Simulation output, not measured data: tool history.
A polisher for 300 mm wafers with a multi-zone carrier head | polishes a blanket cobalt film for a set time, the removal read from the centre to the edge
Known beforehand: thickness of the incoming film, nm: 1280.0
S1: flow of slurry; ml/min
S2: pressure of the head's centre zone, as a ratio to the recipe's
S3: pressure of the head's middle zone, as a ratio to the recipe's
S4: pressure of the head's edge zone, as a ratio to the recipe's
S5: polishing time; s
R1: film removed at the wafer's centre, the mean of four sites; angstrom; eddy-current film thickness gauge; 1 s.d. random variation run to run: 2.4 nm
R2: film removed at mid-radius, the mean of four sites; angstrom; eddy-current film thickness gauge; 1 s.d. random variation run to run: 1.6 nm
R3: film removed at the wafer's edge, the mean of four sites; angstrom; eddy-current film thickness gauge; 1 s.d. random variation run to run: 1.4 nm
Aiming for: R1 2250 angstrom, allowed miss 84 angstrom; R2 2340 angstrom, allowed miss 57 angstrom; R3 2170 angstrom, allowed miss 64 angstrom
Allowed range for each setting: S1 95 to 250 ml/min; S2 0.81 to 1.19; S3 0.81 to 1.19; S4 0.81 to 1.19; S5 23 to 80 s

run  hour   S1    S2    S3    S4  S5      R1      R2      R3
  1     0  160     1     1     1  51  2147.4  2092.1  2030.4
  2   5.1  160  1.04     1     1  51  2157.2  2096.7  2038.1
  3  13.4  160  1.04  1.08     1  51  2123.6  2209.9  2018.9
  4  19.3  160  1.04  1.08  0.96  51  2172.2  2229.6  1986.4
  5  22.4  170  1.04  1.08  0.98  51  2174.4  2249.6    2056
  6  29.4  170  1.04  1.08   0.9  51  2192.3    2227  1968.9
  7  32.3  180  1.03  1.08  0.93  51  2159.7  2270.6  2001.7
  8  35.3  200  1.05  1.04  1.03  52  2300.2  2260.9  2140.1

Consider the 5 candidate settings below. Which is the only one whose results all fall within their allowed miss of target?
  A  38.3  135  1.06  1.04  1.07  52   ?   ?   ?
  B  38.3  220  1.18     1  1.01  51   ?   ?   ?
  C  38.3  210  1.02  1.07  1.03  52   ?   ?   ?
  D  38.3  225  1.11  1.03  1.01  53   ?   ?   ?
  E  38.3  235  1.09  1.02   1.1  51   ?   ?   ?

move      R1      R2      R3
   A    2150  2159.8  2128.5
   B  2443.1  2186.4  2138.9
   C  2241.7  2349.4  2187.3
   D  2440.9  2336.2  2226.1
   E  2332.2  2240.4  2227.1
A: the biggest miss grows against the last run
B: the biggest miss grows against the last run
C: all results in spec
D: gets the furthest-off result to its target, but another result is out of tolerance
E: the biggest miss grows against the last run
Move C is the one to make.
